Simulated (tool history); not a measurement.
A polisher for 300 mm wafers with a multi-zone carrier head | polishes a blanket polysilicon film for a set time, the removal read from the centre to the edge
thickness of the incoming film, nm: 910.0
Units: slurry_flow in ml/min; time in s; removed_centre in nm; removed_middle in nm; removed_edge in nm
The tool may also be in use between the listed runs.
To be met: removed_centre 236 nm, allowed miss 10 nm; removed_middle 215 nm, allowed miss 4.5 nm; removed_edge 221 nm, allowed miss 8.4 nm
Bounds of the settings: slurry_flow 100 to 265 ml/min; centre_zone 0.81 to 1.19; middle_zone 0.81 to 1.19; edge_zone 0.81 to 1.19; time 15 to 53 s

Run 1, hour 0: slurry_flow 170 ml/min, centre_zone 1, middle_zone 1, edge_zone 1, time 34 s. Result: removed_centre 188.46 nm, removed_middle 188.66 nm, removed_edge 187.9 nm.
Run 2, hour 7: slurry_flow 170 ml/min, centre_zone 1, middle_zone 1, edge_zone 1, time 27 s. Result: removed_centre 150.37 nm, removed_middle 151.28 nm, removed_edge 153.02 nm.
Run 3, hour 8: slurry_flow 170 ml/min, centre_zone 1.05, middle_zone 1, edge_zone 1, time 27 s. Result: removed_centre 154.66 nm, removed_middle 152.6 nm, removed_edge 153.85 nm.
Run 4, hour 15.3: slurry_flow 190 ml/min, centre_zone 1.09, middle_zone 1.01, edge_zone 1.04, time 30 s. Result: removed_centre 182.05 nm, removed_middle 174.36 nm, removed_edge 174.52 nm.
Run 5, hour 20.1: slurry_flow 190 ml/min, centre_zone 1.02, middle_zone 1.01, edge_zone 1.04, time 30 s. Result: removed_centre 168.06 nm, removed_middle 171.01 nm, removed_edge 173.02 nm.
Run 6, hour 22.4: slurry_flow 190 ml/min, centre_zone 1.02, middle_zone 1.09, edge_zone 1.04, time 30 s. Result: removed_centre 171.16 nm, removed_middle 184.07 nm, removed_edge 174.41 nm.
Run 7, hour 28.7: slurry_flow 200 ml/min, centre_zone 1.07, middle_zone 1.07, edge_zone 1.08, time 32 s. Result: removed_centre 191.54 nm, removed_middle 195.37 nm, removed_edge 191.37 nm.
Run 8, hour 30.3: slurry_flow 200 ml/min, centre_zone 1.07, middle_zone 1.07, edge_zone 1.08, time 32 s. Result: removed_centre 193.43 nm, removed_middle 196.82 nm, removed_edge 189.3 nm.
Run 9, hour 36.8: slurry_flow 210 ml/min, centre_zone 1.1, middle_zone 1.05, edge_zone 1.12, time 33 s. Result: removed_centre 198.24 nm, removed_middle 200.22 nm, removed_edge 198.21 nm.
Run 10, hour 43.8: slurry_flow 215 ml/min, centre_zone 1.13, middle_zone 1.03, edge_zone 1.13, time 34 s. Result: removed_centre 211.24 nm, removed_middle 202.44 nm, removed_edge 209.9 nm.
Run 11, hour 46.4: slurry_flow 215 ml/min, centre_zone 1.13, middle_zone 1.03, edge_zone 1.13, time 34 s. Result: removed_centre 215.07 nm, removed_middle 201.13 nm, removed_edge 207.76 nm.
Run 12, hour 54.8: slurry_flow 225 ml/min, centre_zone 1.15, middle_zone 1.04, edge_zone 1.14, time 34 s. Result: removed_centre 214.04 nm, removed_middle 205.94 nm, removed_edge 209.78 nm.
Run 13, hour 56: slurry_flow 220 ml/min, centre_zone 1.16, middle_zone 1.04, edge_zone 1.13, time 35 s. Result: removed_centre 224.6 nm, removed_middle 211.25 nm, removed_edge 212.54 nm.
Run 14, hour 59.9: slurry_flow 225 ml/min, centre_zone 1.17, middle_zone 1.03, edge_zone 1.14, time 35 s. Result: removed_centre 225.39 nm, removed_middle 210.51 nm, removed_edge 209.06 nm.

Which of these 4 next moves meets every target?
Run A, hour 63.8: slurry_flow 240 ml/min, centre_zone 1.17, middle_zone 1.14, edge_zone 1.08, time 33 s. Result: removed_centre ?, removed_middle ?, removed_edge ?.
Run B, hour 63.8: slurry_flow 220 ml/min, centre_zone 1.09, middle_zone 0.96, edge_zone 1.18, time 36 s. Result: removed_centre ?, removed_middle ?, removed_edge ?.
Run C, hour 63.8: slurry_flow 230 ml/min, centre_zone 1.19, middle_zone 0.98, edge_zone 1.11, time 35 s. Result: removed_centre ?, removed_middle ?, removed_edge ?.
Run D, hour 63.8: slurry_flow 240 ml/min, centre_zone 1.14, middle_zone 0.98, edge_zone 1.07, time 37 s. Result: removed_centre ?, removed_middle ?, removed_edge ?.

move  removed_centre  removed_middle  removed_edge
   A          213.96          217.18        198.32
   B          220.82          202.43        224.32
   C          227.59           201.4        212.65
   D          235.98          214.11        221.87
A: further off than the last run
B: brings the result that was furthest off to its target, and leaves another outside
C: brings the result that was furthest off to its target, and leaves another outside
D: meets every target
Answer: D
